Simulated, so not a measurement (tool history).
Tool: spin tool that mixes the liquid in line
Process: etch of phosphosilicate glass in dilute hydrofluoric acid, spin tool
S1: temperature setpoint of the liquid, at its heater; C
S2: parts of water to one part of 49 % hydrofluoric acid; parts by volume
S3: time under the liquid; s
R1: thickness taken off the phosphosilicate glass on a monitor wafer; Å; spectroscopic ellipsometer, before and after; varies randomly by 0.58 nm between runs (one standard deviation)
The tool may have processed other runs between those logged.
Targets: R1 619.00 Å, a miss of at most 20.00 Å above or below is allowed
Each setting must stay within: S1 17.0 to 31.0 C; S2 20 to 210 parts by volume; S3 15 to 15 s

| run | hour | S1 | S2 | S3 | R1 |
|---|---|---|---|---|---|
| 1 | 0.0 | 23.0 | 115 | 15 | 240.56 |
| 2 | 4.5 | 23.0 | 130 | 15 | 208.63 |
| 3 | 9.3 | 23.0 | 145 | 15 | 187.17 |
| 4 | 17.0 | 25.5 | 110 | 15 | 279.12 |
| 5 | 19.5 | 25.5 | 95 | 15 | 331.18 |
| 6 | 27.4 | 25.5 | 60 | 15 | 542.59 |
| 7 | 31.1 | 26.5 | 60 | 15 | 575.84 |
| 8 | 34.5 | 27.0 | 60 | 15 | 587.34 |
| 9 | 42.8 | 27.5 | 60 | 15 | 598.15 |

Consider the 4 candidate settings below. Which is the only one whose results all fall within their allowed miss of target?
| A | 51.1 | 31.0 | 65 | 15 | ? |
| B | 51.1 | 26.0 | 60 | 15 | ? |
| C | 51.1 | 28.5 | 65 | 15 | ? |
| D | 51.1 | 30.0 | 70 | 15 | ? |

| move | R1 |
|---|---|
| A | 631.38 |
| B | 566.17 |
| C | 573.06 |
| D | 559.93 |
A: hits every target within its allowed miss
B: moves away from the targets compared with the last run
C: moves away from the targets compared with the last run
D: moves away from the targets compared with the last run
A is the move that brings every result within its allowed miss.

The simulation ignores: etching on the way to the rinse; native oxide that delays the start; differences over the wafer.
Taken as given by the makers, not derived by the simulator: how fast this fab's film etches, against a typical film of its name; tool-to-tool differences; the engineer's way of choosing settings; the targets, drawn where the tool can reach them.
